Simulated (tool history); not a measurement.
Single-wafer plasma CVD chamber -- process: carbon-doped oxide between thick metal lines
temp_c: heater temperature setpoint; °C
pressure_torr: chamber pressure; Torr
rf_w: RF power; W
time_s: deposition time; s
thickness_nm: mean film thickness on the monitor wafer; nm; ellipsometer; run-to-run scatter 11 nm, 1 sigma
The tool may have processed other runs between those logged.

{"run": 1, "hour": 0.0, "temp_c": 360, "pressure_torr": 5.48, "rf_w": 670, "time_s": 295, "thickness_nm": 1758.2}
{"run": 2, "hour": 2.7, "temp_c": 359, "pressure_torr": 5.64, "rf_w": 680, "time_s": 295, "thickness_nm": 1792.5}
{"run": 3, "hour": 3.8, "temp_c": 359, "pressure_torr": 6.02, "rf_w": 680, "time_s": 295, "thickness_nm": 1826.7}
{"run": 4, "hour": 8.5, "temp_c": 359, "pressure_torr": 6.02, "rf_w": 590, "time_s": 295, "thickness_nm": 1653}
{"run": 5, "hour": 16.7, "temp_c": 367, "pressure_torr": 6.02, "rf_w": 590, "time_s": 295, "thickness_nm": 1652}
{"run": 6, "hour": 22.2, "temp_c": 367, "pressure_torr": 6.71, "rf_w": 590, "time_s": 295, "thickness_nm": 1679.7}
{"run": 7, "hour": 27.9, "temp_c": 367, "pressure_torr": 6.79, "rf_w": 605, "time_s": 295, "thickness_nm": 1674.6}
{"run": 8, "hour": 35.4, "temp_c": 367, "pressure_torr": 6.8, "rf_w": 625, "time_s": 296, "thickness_nm": 1725.2}
{"run": 9, "hour": 41.8, "temp_c": 367, "pressure_torr": 6.85, "rf_w": 640, "time_s": 296, "thickness_nm": 1741.5}
{"run": 10, "hour": 50.0, "temp_c": 366, "pressure_torr": 6.9, "rf_w": 655, "time_s": 296, "thickness_nm": 1753.7}
{"run": 11, "hour": 51.3, "temp_c": 366, "pressure_torr": 6.91, "rf_w": 670, "time_s": 296, "thickness_nm": 1803.7}

Expected results for the next run?
{"hour": 53.6, "done": "capacitance manometer re-zeroed and calibrated"}
{"run": 12, "hour": 53.6, "temp_c": 366, "pressure_torr": 6.97, "rf_w": 680, "time_s": 296, "thickness_nm": "?"}

{"run 12": {"thickness_nm": 1795.3}}
